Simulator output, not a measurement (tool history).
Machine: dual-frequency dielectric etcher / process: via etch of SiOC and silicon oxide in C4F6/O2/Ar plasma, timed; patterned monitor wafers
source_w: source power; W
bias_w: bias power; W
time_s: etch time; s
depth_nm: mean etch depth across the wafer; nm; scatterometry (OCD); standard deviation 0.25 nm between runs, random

| run | day | source_w | bias_w | time_s | depth_nm |
|---|---|---|---|---|---|
| 1 | 0.000 | 430 | 162 | 37.5 | 50.231 |
| 2 | 0.021 | 440 | 163 | 37.5 | 50.512 |
| 3 | 0.096 | 450 | 164 | 37.5 | 51.284 |
| 4 | 0.292 | 450 | 164 | 35.0 | 47.415 |
| 5 | 0.583 | 450 | 164 | 35.0 | 48.003 |
| 6 | 0.712 | 450 | 182 | 35.0 | 48.978 |
| 7 | 0.950 | 460 | 184 | 35.0 | 49.703 |
| 8 | 1.096 | 470 | 185 | 35.0 | 50.394 |
|  | 1.221 | wet clean of the chamber |
| 9 | 1.221 | 480 | 186 | 35.0 | 48.377 |

Run 10 is up next; what results do you expect?
| 10 | 1.521 | 470 | 189 | 35.5 | ? |

depth_nm: 48.988 nm

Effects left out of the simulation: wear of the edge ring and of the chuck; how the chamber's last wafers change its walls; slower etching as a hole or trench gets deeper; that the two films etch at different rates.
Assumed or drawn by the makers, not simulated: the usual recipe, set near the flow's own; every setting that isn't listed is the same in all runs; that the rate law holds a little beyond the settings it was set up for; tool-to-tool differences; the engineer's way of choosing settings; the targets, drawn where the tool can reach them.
